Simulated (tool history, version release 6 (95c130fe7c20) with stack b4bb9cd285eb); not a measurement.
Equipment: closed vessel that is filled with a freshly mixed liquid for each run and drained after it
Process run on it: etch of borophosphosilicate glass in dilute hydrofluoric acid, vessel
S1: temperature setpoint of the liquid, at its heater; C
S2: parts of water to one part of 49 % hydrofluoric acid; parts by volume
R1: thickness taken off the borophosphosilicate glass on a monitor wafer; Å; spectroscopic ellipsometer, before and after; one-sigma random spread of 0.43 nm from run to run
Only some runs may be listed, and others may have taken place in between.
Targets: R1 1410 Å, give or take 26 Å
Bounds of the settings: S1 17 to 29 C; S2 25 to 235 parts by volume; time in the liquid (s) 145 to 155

{"run": 1, "hour": 0.0, "S1": 21, "S2": 130, "time in the liquid (s)": 145, "R1": 411.4}
{"run": 2, "hour": 5.0, "S1": 22.5, "S2": 130, "time in the liquid (s)": 145, "R1": 437.22}
{"run": 3, "hour": 13.9, "S1": 22.5, "S2": 155, "time in the liquid (s)": 145, "R1": 356.37}
{"run": 4, "hour": 20.7, "S1": 23.5, "S2": 135, "time in the liquid (s)": 145, "R1": 434.15}
{"run": 5, "hour": 27.2, "S1": 24.5, "S2": 120, "time in the liquid (s)": 145, "R1": 518.48}
{"run": 6, "hour": 30.8, "S1": 25, "S2": 105, "time in the liquid (s)": 145, "R1": 614.18}
{"run": 7, "hour": 39.6, "S1": 29, "S2": 55, "time in the liquid (s)": 145, "R1": 1473.1}
{"run": 8, "hour": 47.3, "S1": 28.5, "S2": 55, "time in the liquid (s)": 145, "R1": 1436.2}
{"run": 9, "hour": 48.5, "S1": 28.5, "S2": 55, "time in the liquid (s)": 145, "R1": 1447.8}

5 next moves are on the table. One of them brings every result within its allowed miss. Which?
{"run": "A", "hour": 49.7, "S1": 28, "S2": 55, "time in the liquid (s)": 150, "R1": "?"}
{"run": "B", "hour": 49.7, "S1": 27, "S2": 55, "time in the liquid (s)": 145, "R1": "?"}
{"run": "C", "hour": 49.7, "S1": 25.5, "S2": 50, "time in the liquid (s)": 145, "R1": "?"}
{"run": "D", "hour": 49.7, "S1": 25, "S2": 55, "time in the liquid (s)": 155, "R1": "?"}
{"run": "E", "hour": 49.7, "S1": 27, "S2": 50, "time in the liquid (s)": 145, "R1": "?"}

move=A R1=1454.7
move=B R1=1351.3
move=C R1=1409
move=D R1=1332.5
move=E R1=1497
A: the biggest miss grows against the last run
B: takes the result that was furthest off past its target
C: all results in spec
D: takes the result that was furthest off past its target
E: the biggest miss grows against the last run
C meets every target.
